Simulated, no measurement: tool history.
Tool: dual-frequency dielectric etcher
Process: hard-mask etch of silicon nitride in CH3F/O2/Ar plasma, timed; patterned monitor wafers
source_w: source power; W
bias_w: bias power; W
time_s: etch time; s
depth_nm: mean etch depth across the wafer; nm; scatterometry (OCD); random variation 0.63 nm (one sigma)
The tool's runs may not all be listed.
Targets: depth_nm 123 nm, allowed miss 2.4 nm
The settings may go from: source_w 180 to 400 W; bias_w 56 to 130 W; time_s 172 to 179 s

run,hour,source_w,bias_w,time_s,depth_nm
1,0,290,93,172,109.47
2,5,290,93,179,115.32
3,8.9,300,94,179,116.11
4,10.8,310,96,179,118.11
5,17.8,310,96,179,117.48
6,18.6,310,89,179,114.01
7,26.7,320,93,179,118
8,31.6,330,94,179,119.39

4 next moves are on the table. One of them brings every result within its allowed miss. Which?
A,36.5,310,93,178.5,?
B,36.5,360,96,176.5,?
C,36.5,330,91,178.5,?
D,36.5,330,96,173,?

move,depth_nm
A,115.58
B,121.38
C,116.98
D,115.66
A: further off than the last run
B: meets every target
C: further off than the last run
D: further off than the last run
Move B is the one to make.

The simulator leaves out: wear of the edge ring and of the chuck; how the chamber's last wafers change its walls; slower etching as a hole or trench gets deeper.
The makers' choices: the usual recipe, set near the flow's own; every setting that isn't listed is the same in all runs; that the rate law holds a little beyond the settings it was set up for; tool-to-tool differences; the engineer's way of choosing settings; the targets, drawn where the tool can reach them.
